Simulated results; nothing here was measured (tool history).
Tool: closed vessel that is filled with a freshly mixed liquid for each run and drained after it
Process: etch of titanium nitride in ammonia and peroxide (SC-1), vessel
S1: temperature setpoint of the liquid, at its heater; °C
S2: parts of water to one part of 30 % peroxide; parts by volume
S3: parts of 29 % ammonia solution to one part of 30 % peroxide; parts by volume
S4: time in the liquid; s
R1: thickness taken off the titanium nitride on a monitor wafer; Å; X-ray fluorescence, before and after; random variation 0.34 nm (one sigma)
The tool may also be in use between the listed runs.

| run | hour | S1 | S2 | S3 | S4 | R1 |
|---|---|---|---|---|---|---|
| 1 | 0 | 62 | 28 | 0.75 | 290 | 340.79 |
| 2 | 8.2 | 55.5 | 28 | 0.75 | 290 | 224.69 |
| 3 | 10.4 | 59 | 28 | 0.75 | 290 | 278.35 |
| 4 | 17.8 | 61.5 | 28 | 0.75 | 290 | 329.06 |
| 5 | 21.1 | 63 | 28 | 0.75 | 290 | 368.59 |
| 6 | 29.2 | 64 | 28 | 0.75 | 290 | 386.56 |
| 7 | 36.2 | 65 | 28 | 0.75 | 290 | 413.72 |

Run 8 comes next. What will it give?
| 8 | 43.9 | 65.5 | 28 | 0.75 | 290 | ? |

{"run 8": {"R1": 424.84}}
